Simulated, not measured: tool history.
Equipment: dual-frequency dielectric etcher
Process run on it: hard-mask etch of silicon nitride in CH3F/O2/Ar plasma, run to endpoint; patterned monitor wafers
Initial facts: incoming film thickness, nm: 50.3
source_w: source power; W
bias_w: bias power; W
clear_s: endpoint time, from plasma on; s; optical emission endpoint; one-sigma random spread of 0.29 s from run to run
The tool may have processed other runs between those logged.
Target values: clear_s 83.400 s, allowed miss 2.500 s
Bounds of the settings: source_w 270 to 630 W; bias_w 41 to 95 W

run    day  source_w  bias_w  clear_s
  1  0.000       450      68   68.836
  2  0.100       420      65   73.126
  3  0.438       420      60   75.637
  4  0.521       400      59   78.064
  5  0.779       430      59   74.581
  6  0.988       430      65   72.056
  7  1.296       430      65   72.042
  8  1.533       410      64   75.145
  9  1.558       400      64   76.277
 10  1.862       310      59   94.397
 11  2.075       320      59   92.022
 12  2.383       330      59   90.234
 13  2.412       340      59   87.603

Pick the move, out of 4, that brings all results within their allowed miss; only one does.
  A  2.442       370      57        ?
  B  2.442       330      53        ?
  C  2.442       310      60        ?
  D  2.442       330      55        ?

move  clear_s
   A   83.775
   B   93.531
   C   94.197
   D   92.342
A: meets every target
B: the biggest miss grows against the last run
C: the biggest miss grows against the last run
D: the biggest miss grows against the last run
Go with A: it meets all targets.
